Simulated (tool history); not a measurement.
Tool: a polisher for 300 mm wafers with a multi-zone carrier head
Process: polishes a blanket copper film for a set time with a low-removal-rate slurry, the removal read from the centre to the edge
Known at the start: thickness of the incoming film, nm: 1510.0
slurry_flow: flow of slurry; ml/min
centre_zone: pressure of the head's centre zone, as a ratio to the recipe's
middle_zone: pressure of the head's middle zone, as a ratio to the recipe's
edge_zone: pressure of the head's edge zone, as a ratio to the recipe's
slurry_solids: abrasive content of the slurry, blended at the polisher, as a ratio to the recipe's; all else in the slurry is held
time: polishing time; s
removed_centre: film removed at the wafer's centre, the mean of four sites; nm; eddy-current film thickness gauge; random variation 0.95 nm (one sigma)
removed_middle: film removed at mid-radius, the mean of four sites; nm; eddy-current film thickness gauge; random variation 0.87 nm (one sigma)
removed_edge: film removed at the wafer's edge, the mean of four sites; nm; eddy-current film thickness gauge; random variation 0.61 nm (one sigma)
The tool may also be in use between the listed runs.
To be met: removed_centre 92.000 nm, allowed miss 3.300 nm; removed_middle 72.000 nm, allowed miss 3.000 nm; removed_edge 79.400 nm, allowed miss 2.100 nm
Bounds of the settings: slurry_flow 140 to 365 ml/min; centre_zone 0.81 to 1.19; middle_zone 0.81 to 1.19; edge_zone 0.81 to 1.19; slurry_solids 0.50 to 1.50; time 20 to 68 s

run  hour  slurry_flow  centre_zone  middle_zone  edge_zone  slurry_solids  time  removed_centre  removed_middle  removed_edge
  1   0.0          235         1.00         1.00       1.00           1.00    44         122.010         120.960       121.640
  2   8.9          235         1.00         1.04       1.00           1.00    44         124.210         128.370       121.080
  3  14.0          235         1.03         1.00       0.97           0.85    41         110.660         107.380       108.550
  4  16.7          235         1.06         1.00       0.97           0.85    41         117.230         112.000       109.030
  5  17.5          235         1.06         1.04       0.97           0.85    41         115.970         115.690       108.030
  6  24.8          235         1.09         1.00       0.94           0.75    38         108.750         100.650        96.849
  7  33.2          230         1.09         0.96       0.91           0.70    37         104.330          91.966        90.826
  8  37.5          220         1.08         0.92       0.88           0.65    37         102.320          87.455        89.351
  9  44.6          200         1.08         0.82       0.83           0.50    33          85.505          67.362        73.931

Which of these 4 next moves meets every target?
  A  51.7          205         1.07         0.81       1.04           0.50    31               ?               ?             ?
  B  51.7          190         1.11         0.82       0.85           0.55    35               ?               ?             ?
  C  51.7          225         1.15         0.90       0.81           0.50    34               ?               ?             ?
  D  51.7          150         0.87         0.83       0.86           0.50    37               ?               ?             ?

move  removed_centre  removed_middle  removed_edge
   A          80.006          63.117        77.477
   B          93.290          72.169        80.015
   C          94.707          76.462        76.295
   D          76.159          73.327        81.703
A: brings the result that was furthest off to its target, and leaves another outside
B: meets every target
C: nearer than the last run, and not there yet
D: takes the result that was furthest off past its target
The right move is B.
